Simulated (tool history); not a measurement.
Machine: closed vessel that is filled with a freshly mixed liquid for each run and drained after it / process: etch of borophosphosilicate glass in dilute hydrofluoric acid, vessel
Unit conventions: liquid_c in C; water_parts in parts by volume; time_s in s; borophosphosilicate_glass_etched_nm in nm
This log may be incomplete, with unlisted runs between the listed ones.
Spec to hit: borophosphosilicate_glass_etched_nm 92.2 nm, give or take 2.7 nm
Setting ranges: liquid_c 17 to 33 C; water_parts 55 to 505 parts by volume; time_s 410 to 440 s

run,hour,liquid_c,water_parts,time_s,borophosphosilicate_glass_etched_nm
1,0,25,280,410,77.338
2,5.9,25,180,410,133.89
3,14.1,25,235,410,96.115
4,17.9,25,165,410,150.42
5,21.1,22.5,180,410,121.05
6,25.6,21,185,410,111.37
7,31.8,21,185,410,110.9
8,35.8,20,185,410,108.66
9,41,20,185,410,106.76
10,42.2,19,185,410,103.7
11,44.4,17,200,410,87.686
12,49.5,17.5,200,410,88.799

Of the 5 settings listed for the next run, only one would bring every result within its allowed miss of target. Which one?
A,54.6,17,190,410,?
B,54.6,18,225,440,?
C,54.6,17,205,410,?
D,54.6,20.5,230,410,?
E,54.6,17,190,435,?

move,borophosphosilicate_glass_etched_nm
A,92.913
B,84.821
C,84.937
D,84.697
E,98.579
A: every result lands within tolerance
B: lands further from the targets than the last run did
C: lands further from the targets than the last run did
D: lands further from the targets than the last run did
E: the result that was furthest off in the last run now lies on the other side of its target
A is the move that brings every result within its allowed miss.

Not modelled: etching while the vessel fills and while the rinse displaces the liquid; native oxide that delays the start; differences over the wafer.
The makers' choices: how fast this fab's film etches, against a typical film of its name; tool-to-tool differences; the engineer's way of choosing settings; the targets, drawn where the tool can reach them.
